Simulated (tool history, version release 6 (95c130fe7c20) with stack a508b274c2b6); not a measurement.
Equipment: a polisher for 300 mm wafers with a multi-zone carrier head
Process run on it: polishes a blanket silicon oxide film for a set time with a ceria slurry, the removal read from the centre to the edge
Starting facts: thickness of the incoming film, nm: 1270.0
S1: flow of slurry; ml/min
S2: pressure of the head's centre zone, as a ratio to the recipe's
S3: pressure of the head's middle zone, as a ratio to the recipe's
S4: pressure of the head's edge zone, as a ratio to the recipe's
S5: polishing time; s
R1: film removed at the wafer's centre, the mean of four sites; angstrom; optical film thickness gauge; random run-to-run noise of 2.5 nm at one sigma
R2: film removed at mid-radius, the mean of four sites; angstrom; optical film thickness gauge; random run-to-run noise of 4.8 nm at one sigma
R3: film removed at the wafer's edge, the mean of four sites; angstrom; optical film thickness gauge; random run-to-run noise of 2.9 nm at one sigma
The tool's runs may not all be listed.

{"run": 1, "day": 0.0, "S1": 210, "S2": 1.0, "S3": 1.0, "S4": 1.0, "S5": 46, "R1": 3305.4, "R2": 3390.1, "R3": 3392.9}
{"run": 2, "day": 0.088, "S1": 210, "S2": 1.0, "S3": 1.0, "S4": 1.05, "S5": 46, "R1": 3301.1, "R2": 3276.4, "R3": 3434.2}
{"run": 3, "day": 0.146, "S1": 210, "S2": 0.97, "S3": 1.0, "S4": 1.05, "S5": 46, "R1": 3231.2, "R2": 3379.4, "R3": 3440.0}
{"run": 4, "day": 0.433, "S1": 230, "S2": 0.97, "S3": 1.04, "S4": 1.06, "S5": 48, "R1": 3428.2, "R2": 3732.7, "R3": 3613.0}
{"run": 5, "day": 0.675, "S1": 230, "S2": 1.05, "S3": 1.04, "S4": 1.06, "S5": 48, "R1": 3660.4, "R2": 3690.0, "R3": 3662.2}
{"run": 6, "day": 0.9, "S1": 240, "S2": 1.04, "S3": 1.07, "S4": 1.09, "S5": 49, "R1": 3709.1, "R2": 3870.4, "R3": 3756.9}
{"run": 7, "day": 1.129, "S1": 250, "S2": 1.03, "S3": 1.09, "S4": 1.11, "S5": 50, "R1": 3798.6, "R2": 4013.9, "R3": 3860.1}

Run 8 comes next. What will it give?
{"run": 8, "day": 1.296, "S1": 260, "S2": 1.02, "S3": 1.11, "S4": 1.12, "S5": 51, "R1": "?", "R2": "?", "R3": "?"}

Logged for run 8: R1 3844.5 angstrom, R2 4170.8 angstrom, R3 3990.4 angstrom.

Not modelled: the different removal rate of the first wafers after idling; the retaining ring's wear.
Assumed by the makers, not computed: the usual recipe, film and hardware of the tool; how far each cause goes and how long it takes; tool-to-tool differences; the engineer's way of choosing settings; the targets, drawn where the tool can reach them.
